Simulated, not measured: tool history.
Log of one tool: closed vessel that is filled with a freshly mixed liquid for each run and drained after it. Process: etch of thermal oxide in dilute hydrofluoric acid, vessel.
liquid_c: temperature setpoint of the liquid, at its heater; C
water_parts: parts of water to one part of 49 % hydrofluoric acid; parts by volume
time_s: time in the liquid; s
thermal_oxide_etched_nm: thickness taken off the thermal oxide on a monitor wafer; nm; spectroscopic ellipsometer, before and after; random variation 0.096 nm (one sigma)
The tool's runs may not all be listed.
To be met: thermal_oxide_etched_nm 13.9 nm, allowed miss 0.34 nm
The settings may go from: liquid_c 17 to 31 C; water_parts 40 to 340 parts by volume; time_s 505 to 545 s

run,hour,liquid_c,water_parts,time_s,thermal_oxide_etched_nm
1,0,23,190,505,9.6626
2,8.6,21,190,505,8.9138
3,10.2,24,185,505,10.276
4,16.4,24,185,505,10.335
5,17.3,26,185,505,11.105
6,20.8,26,235,505,8.2671
7,26.6,30,165,505,14.762
8,34.6,29.5,165,505,14.629

4 next moves are on the table. One of them brings every result within its allowed miss. Which?
A,42.6,30,185,545,?
B,42.6,27.5,155,535,?
C,42.6,26,155,545,?
D,42.6,30,160,505,?

move,thermal_oxide_etched_nm
A,13.844
B,15.349
C,14.778
D,15.295
A: meets every target
B: further off than the last run
C: further off than the last run
D: further off than the last run
Move A is the one to make.
